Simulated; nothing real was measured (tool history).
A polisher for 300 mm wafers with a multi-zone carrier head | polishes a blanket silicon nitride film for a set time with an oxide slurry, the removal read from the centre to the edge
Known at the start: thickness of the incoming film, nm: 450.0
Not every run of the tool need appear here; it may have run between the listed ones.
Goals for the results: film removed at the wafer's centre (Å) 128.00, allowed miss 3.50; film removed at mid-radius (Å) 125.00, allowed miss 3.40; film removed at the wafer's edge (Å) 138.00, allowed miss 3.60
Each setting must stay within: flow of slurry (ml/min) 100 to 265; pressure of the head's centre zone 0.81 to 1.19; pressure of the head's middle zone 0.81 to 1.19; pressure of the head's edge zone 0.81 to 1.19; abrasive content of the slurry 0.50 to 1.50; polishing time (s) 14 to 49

run,day,flow of slurry (ml/min),pressure of the head's centre zone,pressure of the head's middle zone,pressure of the head's edge zone,abrasive content of the slurry,polishing time (s),film removed at the wafer's centre (Å),film removed at mid-radius (Å),film removed at the wafer's edge (Å)
1,0.000,170,1.00,1.00,1.00,1.00,31,200.60,206.78,204.58
2,0.192,170,1.00,1.00,1.00,0.80,31,185.54,190.14,188.14
3,0.238,170,1.00,1.00,1.00,0.90,31,193.34,199.63,195.98
4,0.329,155,1.00,1.00,1.00,0.90,31,189.35,196.40,194.00
5,0.662,150,0.99,0.97,0.98,0.85,30,178.31,181.19,181.07
6,0.854,145,0.97,0.95,0.98,0.80,30,171.89,171.99,179.95
7,1.217,145,0.97,0.95,0.98,0.80,30,171.85,174.91,176.54
8,1.421,140,0.96,0.93,0.98,0.75,29,157.65,159.29,168.76
9,1.458,135,0.95,0.91,0.96,0.70,29,152.46,150.80,160.09
10,1.671,130,0.94,0.89,0.94,0.70,29,147.51,152.41,157.57
11,1.808,125,0.96,0.82,0.98,0.50,27,127.71,117.54,135.34
12,2.025,125,0.96,0.82,0.98,0.50,27,126.40,117.87,134.98
13,2.238,130,0.96,0.83,0.98,0.50,27,128.30,122.41,136.10
14,2.321,135,0.95,0.83,0.99,0.50,27,128.29,120.68,137.79

Exactly one of the 5 candidate moves below puts every result within its allowed miss. Which one?
A,2.404,140,0.95,0.86,0.99,0.55,26,?,?,?
B,2.404,145,0.97,0.92,0.94,0.50,26,?,?,?
C,2.404,135,0.94,0.96,0.99,0.50,27,?,?,?
D,2.404,115,0.95,0.81,1.00,0.50,28,?,?,?
E,2.404,145,0.96,0.81,1.04,0.50,26,?,?,?

move,film removed at the wafer's centre (Å),film removed at mid-radius (Å),film removed at the wafer's edge (Å)
A,127.64,125.21,137.25
B,127.61,128.44,130.94
C,126.61,135.05,137.67
D,126.03,119.81,139.47
E,126.40,118.06,137.62
A: hits every target within its allowed miss
B: pushes the last run's worst result past its target
C: pushes the last run's worst result past its target
D: the biggest miss grows against the last run
E: the biggest miss grows against the last run
The move that meets every target is A.
